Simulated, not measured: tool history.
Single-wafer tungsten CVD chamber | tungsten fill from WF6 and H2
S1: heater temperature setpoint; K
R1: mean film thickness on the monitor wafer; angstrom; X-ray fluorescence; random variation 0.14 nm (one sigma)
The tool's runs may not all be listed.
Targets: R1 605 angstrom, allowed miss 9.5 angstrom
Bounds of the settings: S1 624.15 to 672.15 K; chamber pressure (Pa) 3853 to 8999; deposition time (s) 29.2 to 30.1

run 1 hour=0 | S1=648.15 chamber_pressure_(Pa)=6426 deposition_time_(s)=29.2 | R1=698.64
run 2 hour=6.1 | S1=648.15 chamber_pressure_(Pa)=7386 deposition_time_(s)=29.2 | R1=726.6
run 3 hour=12.2 | S1=646.15 chamber_pressure_(Pa)=7373 deposition_time_(s)=29.2 | R1=702.12
run 4 hour=14.8 | S1=644.15 chamber_pressure_(Pa)=7359 deposition_time_(s)=29.2 | R1=676.22
run 5 hour=17.7 | S1=644.15 chamber_pressure_(Pa)=7359 deposition_time_(s)=30.1 | R1=699.47
run 6 hour=25.5 | S1=642.15 chamber_pressure_(Pa)=7346 deposition_time_(s)=30.1 | R1=674.19
run 7 hour=33.9 | S1=641.15 chamber_pressure_(Pa)=7346 deposition_time_(s)=30.1 | R1=660.07
run 8 hour=41.2 | S1=640.15 chamber_pressure_(Pa)=7346 deposition_time_(s)=30.1 | R1=647.19

5 next moves are on the table. One of them brings every result within its allowed miss. Which?
run A hour=48.5 | S1=635.15 chamber_pressure_(Pa)=7546 deposition_time_(s)=29.6 | R1=?
run B hour=48.5 | S1=634.15 chamber_pressure_(Pa)=8053 deposition_time_(s)=29.3 | R1=?
run C hour=48.5 | S1=636.15 chamber_pressure_(Pa)=7599 deposition_time_(s)=30.1 | R1=?
run D hour=48.5 | S1=637.15 chamber_pressure_(Pa)=7199 deposition_time_(s)=29.2 | R1=?
run E hour=48.5 | S1=634.15 chamber_pressure_(Pa)=7306 deposition_time_(s)=30.1 | R1=?

move=A R1=581.46
move=B R1=576.86
move=C R1=604.12
move=D R1=586.84
move=E R1=574.01
A: takes the result that was furthest off past its target
B: takes the result that was furthest off past its target
C: meets every target
D: takes the result that was furthest off past its target
E: takes the result that was furthest off past its target
The right move is C.

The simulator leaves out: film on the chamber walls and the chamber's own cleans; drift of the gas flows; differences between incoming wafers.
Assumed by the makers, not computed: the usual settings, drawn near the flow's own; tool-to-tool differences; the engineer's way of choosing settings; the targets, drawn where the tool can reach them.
